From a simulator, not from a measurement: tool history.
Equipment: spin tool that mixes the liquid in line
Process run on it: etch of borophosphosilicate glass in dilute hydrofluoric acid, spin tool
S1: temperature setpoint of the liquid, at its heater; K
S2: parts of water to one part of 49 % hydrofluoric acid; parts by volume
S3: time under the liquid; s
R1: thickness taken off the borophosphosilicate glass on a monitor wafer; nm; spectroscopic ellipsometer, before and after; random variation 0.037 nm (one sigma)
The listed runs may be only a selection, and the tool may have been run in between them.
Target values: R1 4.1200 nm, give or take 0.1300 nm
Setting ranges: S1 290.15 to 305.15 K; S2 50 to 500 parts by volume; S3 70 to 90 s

run,hour,S1,S2,S3,R1
1,0.0,297.15,275,90,6.5402
2,1.4,295.65,290,90,5.9273
3,8.4,294.65,305,90,5.4593
4,13.4,293.65,320,90,4.8827
5,20.1,292.65,325,90,4.5674
6,22.8,292.65,415,90,3.3643
7,31.5,294.15,415,90,3.5424
8,35.0,295.15,415,90,3.6040
9,41.2,295.15,415,90,3.6495
10,49.8,296.15,415,90,3.7323
11,51.1,296.65,415,90,3.7361
12,58.8,297.65,415,90,3.9541

Which of these 4 next moves meets every target?
A,66.5,299.15,370,85,?
B,66.5,298.15,425,90,?
C,66.5,299.15,420,90,?
D,66.5,298.15,440,90,?

move,R1
A,4.5371
B,3.8491
C,4.0390
D,3.6686
A: moves the result that the last run missed by most past its target, out the other side
B: further off than the last run
C: every result within its allowed miss
D: further off than the last run
C is the move that brings every result within its allowed miss.
